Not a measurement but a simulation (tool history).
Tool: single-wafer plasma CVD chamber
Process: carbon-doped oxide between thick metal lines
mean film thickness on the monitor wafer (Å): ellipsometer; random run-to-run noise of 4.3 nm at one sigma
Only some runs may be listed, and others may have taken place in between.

run	hour	heater temperature setpoint (K)	chamber pressure (Torr)	RF power (W)	deposition time (s)	mean film thickness on the monitor wafer (Å)
1	0.0	598.15	3.90	385	207	8446.7
2	8.9	594.15	4.12	390	207	8800.0
3	10.2	600.15	4.12	390	207	8549.9
4	13.5	596.15	4.12	390	207	8583.8
5	16.4	603.15	4.12	390	207	8510.7
6	18.1	603.15	4.12	390	207	8463.5

Run 7 has not been measured yet. What should we expect?
7	20.3	598.15	4.31	390	207	?

For run 7 the tool returned mean film thickness on the monitor wafer (Å) 8768.0.
